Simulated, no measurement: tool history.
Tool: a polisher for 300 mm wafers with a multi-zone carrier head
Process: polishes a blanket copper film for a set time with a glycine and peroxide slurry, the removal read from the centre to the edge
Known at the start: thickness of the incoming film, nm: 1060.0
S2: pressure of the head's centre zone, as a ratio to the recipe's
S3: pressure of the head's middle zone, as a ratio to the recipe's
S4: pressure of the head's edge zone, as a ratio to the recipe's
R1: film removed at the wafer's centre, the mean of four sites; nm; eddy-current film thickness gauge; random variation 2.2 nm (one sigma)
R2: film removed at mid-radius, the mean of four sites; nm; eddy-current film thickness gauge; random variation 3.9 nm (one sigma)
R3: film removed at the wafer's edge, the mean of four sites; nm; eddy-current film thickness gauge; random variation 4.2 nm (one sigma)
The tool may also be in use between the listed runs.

{"run": 1, "day": 0.0, "flow of slurry (ml/min)": 135, "S2": 1.0, "S3": 1.0, "S4": 1.0, "polishing time (s)": 53, "R1": 217.06, "R2": 211.51, "R3": 215.3}
{"run": 2, "day": 0.058, "flow of slurry (ml/min)": 140, "S2": 1.03, "S3": 0.99, "S4": 1.02, "polishing time (s)": 55, "R1": 234.04, "R2": 219.02, "R3": 232.06}
{"run": 3, "day": 0.262, "flow of slurry (ml/min)": 140, "S2": 1.03, "S3": 0.99, "S4": 1.02, "polishing time (s)": 44, "R1": 186.34, "R2": 175.51, "R3": 179.92}
{"run": 4, "day": 0.362, "flow of slurry (ml/min)": 110, "S2": 1.03, "S3": 0.99, "S4": 1.02, "polishing time (s)": 44, "R1": 176.36, "R2": 161.78, "R3": 174.67}
{"run": 5, "day": 0.621, "flow of slurry (ml/min)": 80, "S2": 1.03, "S3": 0.99, "S4": 1.02, "polishing time (s)": 44, "R1": 157.85, "R2": 145.98, "R3": 162.38}
{"run": 6, "day": 0.742, "flow of slurry (ml/min)": 110, "S2": 1.03, "S3": 0.99, "S4": 1.02, "polishing time (s)": 44, "R1": 175.66, "R2": 161.37, "R3": 176.7}
{"run": 7, "day": 0.979, "flow of slurry (ml/min)": 120, "S2": 1.05, "S3": 0.98, "S4": 1.03, "polishing time (s)": 47, "R1": 196.23, "R2": 173.5, "R3": 191.32}
{"run": 8, "day": 1.275, "flow of slurry (ml/min)": 130, "S2": 1.07, "S3": 0.99, "S4": 1.04, "polishing time (s)": 49, "R1": 212.39, "R2": 196.42, "R3": 201.11}
{"run": 9, "day": 1.517, "flow of slurry (ml/min)": 140, "S2": 1.09, "S3": 0.97, "S4": 1.05, "polishing time (s)": 51, "R1": 230.67, "R2": 194.87, "R3": 210.34}
{"run": 10, "day": 1.704, "flow of slurry (ml/min)": 145, "S2": 1.1, "S3": 0.97, "S4": 1.06, "polishing time (s)": 53, "R1": 245.24, "R2": 204.38, "R3": 227.98}
{"run": 11, "day": 1.862, "flow of slurry (ml/min)": 150, "S2": 1.11, "S3": 0.97, "S4": 1.07, "polishing time (s)": 54, "R1": 253.8, "R2": 214.23, "R3": 232.77}

Run 12 comes next. What will it give?
{"run": 12, "day": 2.012, "flow of slurry (ml/min)": 155, "S2": 1.12, "S3": 0.97, "S4": 1.08, "polishing time (s)": 55, "R1": "?", "R2": "?", "R3": "?"}

Run 12 gave R1 261.74 nm, R2 213.24 nm, R3 230.18 nm.
